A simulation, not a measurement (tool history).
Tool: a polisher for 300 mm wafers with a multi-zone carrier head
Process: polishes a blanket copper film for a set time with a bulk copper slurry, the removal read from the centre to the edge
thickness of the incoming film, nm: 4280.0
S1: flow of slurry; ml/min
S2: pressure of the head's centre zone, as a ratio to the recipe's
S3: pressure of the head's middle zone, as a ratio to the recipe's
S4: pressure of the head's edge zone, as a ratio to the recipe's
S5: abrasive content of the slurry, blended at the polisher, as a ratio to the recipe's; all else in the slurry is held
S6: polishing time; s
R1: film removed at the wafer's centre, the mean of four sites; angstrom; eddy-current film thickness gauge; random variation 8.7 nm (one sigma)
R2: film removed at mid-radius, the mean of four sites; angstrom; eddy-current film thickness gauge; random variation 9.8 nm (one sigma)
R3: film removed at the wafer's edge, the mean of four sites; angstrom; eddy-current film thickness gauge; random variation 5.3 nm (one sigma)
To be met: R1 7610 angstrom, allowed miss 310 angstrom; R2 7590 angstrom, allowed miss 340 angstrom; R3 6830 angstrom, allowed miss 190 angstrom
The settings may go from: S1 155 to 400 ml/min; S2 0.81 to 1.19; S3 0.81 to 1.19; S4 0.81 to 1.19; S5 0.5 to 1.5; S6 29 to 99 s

run,hour,S1,S2,S3,S4,S5,S6,R1,R2,R3
1,0,255,1,1,1,1,64,8268.9,8329.7,8195
2,5.2,255,1,1,0.98,0.95,64,8184.8,8377.9,7923.9
3,12.6,255,1,1,0.98,1.1,64,8323.8,8336.9,8309.7
4,14.6,310,1,1,0.98,1.1,64,8448.2,8780.1,8315.9
5,15.7,310,1,1,0.98,1.3,64,8875.1,8958.3,8845.6
6,18.7,310,1,0.99,0.96,1.2,64,9060.1,8822.3,8683.8
7,27.4,305,1,0.99,0.96,1.1,63,8229.8,8332.8,8138
8,31.5,305,1.01,0.99,0.94,1.05,63,8311.4,8357.7,8147.5
9,39.7,305,1.03,1,0.94,0.95,62,8162.2,8126.9,7676.4
10,40.7,305,1.03,1,0.93,0.9,62,8171.7,8023,7408.8

Which of these 5 next moves meets every target?
A,41.7,280,1.05,1.19,0.93,1,56,?,?,?
B,41.7,360,1.03,1.03,0.83,0.8,60,?,?,?
C,41.7,260,1.15,0.99,0.92,0.8,59,?,?,?
D,41.7,305,1.04,0.91,0.92,1.2,58,?,?,?
E,41.7,290,1.06,1.03,0.94,0.9,65,?,?,?

move,R1,R2,R3
A,7510.8,8482.7,6892.2
B,7516,7644.7,6760.8
C,8062.8,7109.9,6765.7
D,8149.2,7410.4,7551.3
E,8548.2,8456.3,7817
A: brings the result that was furthest off to its target, and leaves another outside
B: meets every target
C: brings the result that was furthest off to its target, and leaves another outside
D: further off than the last run
E: further off than the last run
Move B is the one to make.
